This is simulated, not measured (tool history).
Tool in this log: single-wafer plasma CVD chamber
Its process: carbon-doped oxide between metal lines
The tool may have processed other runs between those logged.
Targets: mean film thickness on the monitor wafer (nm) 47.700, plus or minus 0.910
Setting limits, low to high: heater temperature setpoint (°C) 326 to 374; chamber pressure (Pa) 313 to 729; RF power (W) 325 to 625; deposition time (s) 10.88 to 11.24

| run | hour | heater temperature setpoint (°C) | chamber pressure (Pa) | RF power (W) | deposition time (s) | mean film thickness on the monitor wafer (nm) |
|---|---|---|---|---|---|---|
| 1 | 0.0 | 350 | 521 | 475 | 10.88 | 52.236 |
| 2 | 6.1 | 352 | 507 | 470 | 10.88 | 51.295 |
| 3 | 9.8 | 352 | 507 | 510 | 10.88 | 54.316 |
| 4 | 15.6 | 352 | 445 | 510 | 10.88 | 53.481 |
| 5 | 21.7 | 352 | 495 | 510 | 10.88 | 54.264 |
| 6 | 25.7 | 347 | 495 | 510 | 10.88 | 55.088 |
| 7 | 28.8 | 349 | 475 | 505 | 10.88 | 53.821 |
| 8 | 34.7 | 350 | 452 | 500 | 10.88 | 53.250 |

Which of these 4 next moves meets every target?
| A | 40.6 | 343 | 320 | 415 | 10.88 | ? |
| B | 40.6 | 355 | 431 | 445 | 10.88 | ? |
| C | 40.6 | 346 | 471 | 505 | 11.11 | ? |
| D | 40.6 | 361 | 433 | 420 | 10.88 | ? |

| move | mean film thickness on the monitor wafer (nm) |
|---|---|
| A | 45.798 |
| B | 48.084 |
| C | 55.624 |
| D | 45.244 |
A: pushes the last run's worst result past its target
B: every result lands within tolerance
C: misses by more than the last run did
D: pushes the last run's worst result past its target
So the answer is move B, the one that meets all the targets.
